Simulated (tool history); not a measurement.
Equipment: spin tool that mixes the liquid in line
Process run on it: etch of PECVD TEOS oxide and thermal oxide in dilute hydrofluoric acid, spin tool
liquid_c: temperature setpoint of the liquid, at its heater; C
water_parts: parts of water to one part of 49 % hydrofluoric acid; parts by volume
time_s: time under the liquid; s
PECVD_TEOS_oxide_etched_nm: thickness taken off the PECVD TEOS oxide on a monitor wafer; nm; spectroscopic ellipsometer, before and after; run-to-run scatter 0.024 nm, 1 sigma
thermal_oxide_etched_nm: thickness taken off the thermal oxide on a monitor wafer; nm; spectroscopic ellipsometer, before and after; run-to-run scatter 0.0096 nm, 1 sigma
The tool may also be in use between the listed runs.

run	hour	liquid_c	water_parts	time_s	PECVD_TEOS_oxide_etched_nm	thermal_oxide_etched_nm
1	0.0	23.0	70	50	5.7386	3.4027
2	8.0	23.0	85	50	4.6241	2.7651
3	9.5	25.0	85	50	4.9764	2.9710
4	13.2	23.0	90	50	4.2856	2.5966
5	17.8	22.0	95	50	3.9453	2.3478
6	26.5	22.0	115	50	3.2144	1.9115
7	27.1	20.5	115	50	2.9601	1.7764
8	27.9	20.0	115	50	2.9297	1.7369
9	33.1	19.5	115	50	2.8457	1.6992
10	38.3	19.5	115	50	2.9020	1.7050

Predict the results of run 11:
11	46.6	19.0	115	50	?	?

Run 11 gave PECVD_TEOS_oxide_etched_nm 2.7956 nm, thermal_oxide_etched_nm 1.6845 nm.
